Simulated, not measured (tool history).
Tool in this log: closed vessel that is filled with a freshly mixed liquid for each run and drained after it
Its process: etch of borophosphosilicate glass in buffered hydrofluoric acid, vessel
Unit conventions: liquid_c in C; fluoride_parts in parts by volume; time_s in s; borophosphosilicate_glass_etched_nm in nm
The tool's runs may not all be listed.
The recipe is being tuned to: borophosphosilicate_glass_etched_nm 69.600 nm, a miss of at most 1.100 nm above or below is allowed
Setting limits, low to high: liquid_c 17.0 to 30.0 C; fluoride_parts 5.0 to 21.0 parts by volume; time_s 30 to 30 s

run	hour	liquid_c	fluoride_parts	time_s	borophosphosilicate_glass_etched_nm
1	0.0	22.0	13.0	30	48.663
2	6.0	22.0	11.0	30	57.633
3	9.2	22.0	8.5	30	71.851
4	10.3	22.0	5.0	30	119.090
5	18.2	20.5	5.5	30	101.780
6	23.7	19.5	6.0	30	88.985
7	27.9	18.5	6.5	30	77.837
8	35.8	18.0	6.5	30	76.175
9	38.4	17.5	6.5	30	74.469
10	43.9	17.0	6.5	30	71.928
11	49.9	17.0	7.0	30	67.390

Exercise: of the 4 proposed moves below, exactly one satisfies all targets within the stated allowed misses. Which move is it?
A	55.9	17.5	7.0	30	?
B	55.9	20.0	8.5	30	?
C	55.9	17.0	6.5	30	?
D	55.9	19.5	8.0	30	?

move	borophosphosilicate_glass_etched_nm
A	69.477
B	64.514
C	72.161
D	67.072
A: hits every target within its allowed miss
B: lands further from the targets than the last run did
C: takes the result that was furthest off past its target
D: lands further from the targets than the last run did
Answer: A

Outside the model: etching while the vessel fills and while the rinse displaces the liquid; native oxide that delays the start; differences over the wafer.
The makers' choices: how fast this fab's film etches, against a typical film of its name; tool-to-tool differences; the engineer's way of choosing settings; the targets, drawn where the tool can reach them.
